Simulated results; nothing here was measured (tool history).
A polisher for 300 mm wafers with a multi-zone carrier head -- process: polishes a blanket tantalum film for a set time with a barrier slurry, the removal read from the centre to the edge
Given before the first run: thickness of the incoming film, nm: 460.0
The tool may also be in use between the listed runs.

run  hour  flow of slurry (ml/min)  pressure of the head's centre zone  pressure of the head's middle zone  pressure of the head's edge zone  abrasive content of the slurry  polishing time (s)  film removed at the wafer's centre (nm)  film removed at mid-radius (nm)  film removed at the wafer's edge (nm)
  1   0.0                      210                                1.00                                1.00                              1.00                            1.00                  36                                   41.657                           42.995                                 41.793
  2   2.5                      210                                1.00                                0.92                              1.00                            1.00                  36                                   41.419                           40.745                                 41.759
  3   8.6                      215                                1.01                                0.94                              1.01                            1.05                  36                                   42.818                           41.013                                 42.232
  4  11.4                      170                                1.01                                0.94                              1.01                            1.05                  36                                   41.855                           41.685                                 41.298
  5  17.1                      220                                1.01                                0.94                              1.01                            1.05                  36                                   42.658                           41.864                                 42.468
  6  21.2                      220                                1.01                                0.94                              1.08                            1.05                  36                                   42.757                           41.488                                 43.077
  7  26.2                      220                                1.01                                0.96                              1.08                            1.10                  36                                   42.461                           44.050                                 43.281

Run 8, settings as shown, results not yet in. Your forecast:
  8  27.5                      225                                1.02                                0.96                              1.08                            1.15                  36                                        ?                                ?                                      ?

{"run 8": {"film removed at the wafer's centre (nm)": 45.252, "film removed at mid-radius (nm)": 44.276, "film removed at the wafer's edge (nm)": 44.4}}
